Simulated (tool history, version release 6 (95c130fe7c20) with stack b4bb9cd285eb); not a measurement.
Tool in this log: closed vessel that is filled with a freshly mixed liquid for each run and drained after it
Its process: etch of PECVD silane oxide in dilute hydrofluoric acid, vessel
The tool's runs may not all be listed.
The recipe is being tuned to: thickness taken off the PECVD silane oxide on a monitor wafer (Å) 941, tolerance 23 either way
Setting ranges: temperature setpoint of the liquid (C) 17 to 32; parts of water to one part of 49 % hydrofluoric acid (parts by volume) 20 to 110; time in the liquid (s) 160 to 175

run	hour	temperature setpoint of the liquid (C)	parts of water to one part of 49 % hydrofluoric acid (parts by volume)	time in the liquid (s)	thickness taken off the PECVD silane oxide on a monitor wafer (Å)
1	0	24	60	160	640.25
2	1.7	26	60	160	691.11
3	7.4	27.5	60	160	739.37
4	12.2	27.5	70	160	624.43
5	16.2	29	65	160	711.77
6	20.6	30	60	160	810.46
7	26.9	30	60	160	808.34
8	35	30.5	60	160	825.17
9	37.8	31	60	160	849.98
10	41.5	31.5	60	160	863.88
11	44.1	32	60	160	877.52
12	46.1	32	55	160	965.69

Which of these 4 next moves meets every target?
A	48.1	31.5	60	165	?
B	48.1	31.5	55	170	?
C	48.1	32	55	165	?
D	48.1	32	60	170	?

move	thickness taken off the PECVD silane oxide on a monitor wafer (Å)
A	886.95
B	1004.8
C	994.19
D	931.5
A: pushes the last run's worst result past its target
B: the biggest miss grows against the last run
C: the biggest miss grows against the last run
D: all results in spec
So the answer is move D, the one that meets all the targets.
